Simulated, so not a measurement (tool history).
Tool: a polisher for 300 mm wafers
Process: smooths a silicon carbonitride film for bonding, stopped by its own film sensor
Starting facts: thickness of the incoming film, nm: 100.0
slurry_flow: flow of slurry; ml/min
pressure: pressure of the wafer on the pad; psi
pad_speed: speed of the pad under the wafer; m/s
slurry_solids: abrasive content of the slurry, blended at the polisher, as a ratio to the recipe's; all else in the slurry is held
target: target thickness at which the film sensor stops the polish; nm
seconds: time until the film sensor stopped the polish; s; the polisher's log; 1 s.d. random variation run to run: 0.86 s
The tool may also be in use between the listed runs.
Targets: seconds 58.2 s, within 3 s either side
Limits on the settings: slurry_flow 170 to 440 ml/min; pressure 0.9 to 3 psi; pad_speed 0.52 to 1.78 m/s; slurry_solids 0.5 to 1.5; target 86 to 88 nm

run 1 hour=0 | slurry_flow=280 pressure=1.9 pad_speed=1.14 slurry_solids=1 target=86 | seconds=47.974
run 2 hour=1.3 | slurry_flow=280 pressure=1.8 pad_speed=1.14 slurry_solids=1 target=86 | seconds=51.009
run 3 hour=6.5 | slurry_flow=280 pressure=1.8 pad_speed=1.14 slurry_solids=1 target=88 | seconds=43.069
run 4 hour=8.7 | slurry_flow=280 pressure=1.8 pad_speed=1.14 slurry_solids=0.9 target=88 | seconds=45.919
-- hour=11.8 slurry nozzle cleaned
run 5 hour=11.8 | slurry_flow=280 pressure=1.7 pad_speed=1.14 slurry_solids=0.9 target=88 | seconds=46.005
run 6 hour=16.9 | slurry_flow=350 pressure=1.7 pad_speed=1.14 slurry_solids=0.9 target=88 | seconds=46.427
run 7 hour=21.7 | slurry_flow=350 pressure=1.2 pad_speed=1.1 slurry_solids=0.9 target=88 | seconds=64.114
run 8 hour=27.8 | slurry_flow=350 pressure=1.3 pad_speed=1.1 slurry_solids=0.9 target=88 | seconds=61.427

Which of these 5 next moves meets every target?
run A hour=33.9 | slurry_flow=355 pressure=1.2 pad_speed=1.1 slurry_solids=0.95 target=88 | seconds=?
run B hour=33.9 | slurry_flow=430 pressure=0.9 pad_speed=1.3 slurry_solids=1.15 target=88 | seconds=?
run C hour=33.9 | slurry_flow=435 pressure=1.4 pad_speed=0.82 slurry_solids=1 target=88 | seconds=?
run D hour=33.9 | slurry_flow=340 pressure=1 pad_speed=1.3 slurry_solids=1.05 target=88 | seconds=?
run E hour=33.9 | slurry_flow=350 pressure=1.3 pad_speed=1.2 slurry_solids=0.85 target=88 | seconds=?

move=A seconds=65.735
move=B seconds=67.467
move=C seconds=68.817
move=D seconds=64.956
move=E seconds=60.747
A: misses by more than the last run did
B: misses by more than the last run did
C: misses by more than the last run did
D: misses by more than the last run did
E: each result inside its tolerance
Go with E: it meets all targets.
